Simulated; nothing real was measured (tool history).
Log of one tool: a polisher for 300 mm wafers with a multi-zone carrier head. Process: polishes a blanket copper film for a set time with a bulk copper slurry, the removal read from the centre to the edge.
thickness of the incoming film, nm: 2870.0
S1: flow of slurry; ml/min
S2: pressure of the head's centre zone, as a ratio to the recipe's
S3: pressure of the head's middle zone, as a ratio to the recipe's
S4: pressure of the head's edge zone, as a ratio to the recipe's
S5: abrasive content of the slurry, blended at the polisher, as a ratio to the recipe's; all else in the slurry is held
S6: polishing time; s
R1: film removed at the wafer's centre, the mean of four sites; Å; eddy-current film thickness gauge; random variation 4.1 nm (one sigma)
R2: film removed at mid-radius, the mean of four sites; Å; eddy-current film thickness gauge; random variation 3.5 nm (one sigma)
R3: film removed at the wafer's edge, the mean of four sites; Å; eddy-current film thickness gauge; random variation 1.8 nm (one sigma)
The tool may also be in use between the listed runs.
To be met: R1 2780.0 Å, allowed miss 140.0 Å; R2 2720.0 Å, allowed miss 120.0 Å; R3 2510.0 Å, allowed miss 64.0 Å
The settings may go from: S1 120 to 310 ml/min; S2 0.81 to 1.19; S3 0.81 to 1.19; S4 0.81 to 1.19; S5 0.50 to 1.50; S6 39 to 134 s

run	hour	S1	S2	S3	S4	S5	S6	R1	R2	R3
1	0.0	200	1.00	1.00	1.00	1.00	86	4622.0	4722.5	4610.6
2	2.0	200	1.00	1.05	1.00	1.00	86	4619.4	5069.7	4609.0
3	2.7	195	1.01	1.03	0.95	0.85	74	3910.2	4028.1	3724.5
4	8.6	190	1.00	1.02	0.91	0.75	67	3470.3	3474.9	3231.0
5	13.8	190	0.93	1.02	0.91	0.75	67	3158.1	3521.5	3212.5
6	15.4	190	0.93	0.97	0.91	0.75	67	3109.8	3407.1	3229.5
7	23.3	185	0.95	0.97	0.88	0.65	64	2880.3	3168.8	2885.5
8	24.8	175	0.98	0.93	0.86	0.60	64	2867.2	2877.4	2768.3
9	27.4	170	0.99	0.94	0.84	0.55	64	2931.1	2843.7	2717.8
10	34.3	170	0.99	0.95	0.83	0.55	63	2826.1	2823.5	2644.5
11	38.4	165	1.00	0.96	0.82	0.55	63	2863.9	2860.7	2616.6
12	43.6	155	1.00	0.96	0.82	0.55	63	2873.6	2808.4	2579.9
13	46.4	150	1.00	0.96	0.82	0.55	63	2803.6	2843.3	2584.6
14	52.9	145	1.01	0.95	0.82	0.55	63	2768.4	2698.1	2588.6
15	61.3	145	1.01	0.96	0.82	0.55	63	2835.0	2797.1	2577.6

Which of these 4 next moves meets every target?
A	69.7	120	1.06	0.98	0.84	0.65	61	?	?	?
B	69.7	120	1.05	0.89	0.83	0.50	72	?	?	?
C	69.7	165	0.95	0.95	0.84	0.65	62	?	?	?
D	69.7	160	0.96	1.02	0.84	0.55	64	?	?	?

move	R1	R2	R3
A	2763.6	2736.2	2528.8
B	3040.4	2806.2	2799.0
C	2746.4	2930.2	2716.5
D	2739.4	3071.2	2684.1
A: meets every target
B: further off than the last run
C: further off than the last run
D: further off than the last run
Answer: A
